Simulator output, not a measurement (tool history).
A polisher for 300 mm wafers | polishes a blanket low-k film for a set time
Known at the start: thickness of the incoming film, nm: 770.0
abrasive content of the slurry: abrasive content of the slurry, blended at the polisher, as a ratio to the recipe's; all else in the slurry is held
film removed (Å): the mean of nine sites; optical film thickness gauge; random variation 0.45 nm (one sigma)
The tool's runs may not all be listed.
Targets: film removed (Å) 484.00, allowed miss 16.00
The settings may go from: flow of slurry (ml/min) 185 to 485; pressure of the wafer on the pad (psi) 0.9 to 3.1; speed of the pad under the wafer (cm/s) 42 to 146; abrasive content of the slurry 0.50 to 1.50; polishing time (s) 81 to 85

run  hour  flow of slurry (ml/min)  pressure of the wafer on the pad (psi)  speed of the pad under the wafer (cm/s)  abrasive content of the slurry  polishing time (s)  film removed (Å)
  1   0.0                      310                                     2.0                                       94                            1.00                  81            362.55
  2   4.8                      310                                     2.1                                       94                            1.00                  81            379.84
  3  12.3                      310                                     2.1                                       94                            0.85                  81            354.75
  4  13.9                      255                                     2.1                                       94                            0.85                  81            347.66
  5  17.6                      255                                     1.9                                       94                            0.85                  81            318.41
  6  22.6                      255                                     2.0                                       94                            0.85                  81            331.75
  7  25.5                      255                                     2.1                                       94                            0.85                  81            346.04
  8  32.2                      260                                     2.2                                       94                            0.85                  81            360.99
  9  33.2                      265                                     2.3                                       94                            0.85                  81            374.49
 10  36.9                      270                                     2.4                                       94                            0.85                  81            394.54
 11  43.8                      275                                     2.5                                       94                            0.85                  81            404.37
 12  48.2                      275                                     2.6                                       94                            0.85                  81            421.68
 13  56.4                      280                                     2.8                                       94                            0.85                  81            454.94
 14  61.7                      285                                     2.9                                       94                            0.85                  81            457.85

Which of these 4 next moves meets every target?
  A  67.0                      245                                     2.8                                       90                            0.95                  81                 ?
  B  67.0                      270                                     3.1                                       86                            1.00                  85                 ?
  C  67.0                      305                                     3.0                                      104                            0.80                  83                 ?
  D  67.0                      290                                     3.1                                       66                            1.40                  85                 ?

move  film removed (Å)
   A            456.68
   B            522.24
   C            526.94
   D            485.30
A: as far off as the last run
B: takes the result that was furthest off past its target
C: takes the result that was furthest off past its target
D: meets every target
The right move is D.
